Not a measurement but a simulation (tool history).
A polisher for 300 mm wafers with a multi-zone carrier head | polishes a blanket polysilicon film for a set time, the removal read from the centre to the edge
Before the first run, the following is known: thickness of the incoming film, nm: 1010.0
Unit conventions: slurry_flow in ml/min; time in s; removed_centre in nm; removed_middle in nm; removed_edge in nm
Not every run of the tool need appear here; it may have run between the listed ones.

run,day,slurry_flow,centre_zone,middle_zone,edge_zone,time,removed_centre,removed_middle,removed_edge
1,0.000,320,1.00,1.00,1.00,50,390.63,397.34,392.18
2,0.104,320,0.97,1.01,0.97,46,352.05,369.78,360.52
3,0.396,320,0.95,1.03,0.95,43,321.84,351.84,336.35
4,0.429,400,0.95,1.03,0.95,43,329.58,362.04,333.02
5,0.550,470,0.95,1.03,0.95,43,327.44,357.36,339.58
6,0.767,470,0.95,1.03,0.91,43,331.00,362.38,336.77
7,1.012,470,0.93,1.04,0.90,40,302.99,334.09,308.94
8,1.283,470,0.91,1.05,0.89,39,283.46,332.21,301.13
9,1.462,470,0.90,1.05,0.88,38,271.06,320.37,289.74
10,1.592,470,0.89,1.05,0.87,38,274.60,326.20,283.55
11,1.858,470,0.87,1.04,0.88,38,265.93,325.52,292.16
12,1.975,470,0.87,1.04,0.88,38,268.42,321.08,290.50

Run 13 comes next. What will it give?
13,2.312,470,0.87,1.04,0.88,38,?,?,?

{"run 13": {"removed_centre": 271.56, "removed_middle": 321.79, "removed_edge": 295.42}}

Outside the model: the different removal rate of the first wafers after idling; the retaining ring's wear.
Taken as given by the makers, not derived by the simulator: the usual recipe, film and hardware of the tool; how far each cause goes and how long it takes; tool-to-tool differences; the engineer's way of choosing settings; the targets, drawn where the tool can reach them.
